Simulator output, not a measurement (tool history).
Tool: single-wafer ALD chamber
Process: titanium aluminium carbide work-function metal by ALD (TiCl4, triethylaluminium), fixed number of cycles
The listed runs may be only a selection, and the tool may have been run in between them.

| run | hour | heater temperature setpoint (deg C) | triethylaluminium pulse time (s) | mean film thickness on the monitor wafer (angstrom) |
|---|---|---|---|---|
| 1 | 0.0 | 290 | 12.65 | 16.668 |
| 2 | 2.3 | 290 | 14.69 | 16.810 |
| 3 | 11.2 | 290 | 17.12 | 16.843 |
| 4 | 12.5 | 282 | 12.89 | 16.001 |
| 5 | 21.2 | 282 | 9.87 | 15.654 |
| 6 | 27.3 | 282 | 12.14 | 15.955 |
| 7 | 36.0 | 277 | 10.55 | 15.327 |

Predict the results of run 8:
| 8 | 41.2 | 274 | 10.13 | ? |

mean film thickness on the monitor wafer (angstrom): 15.061
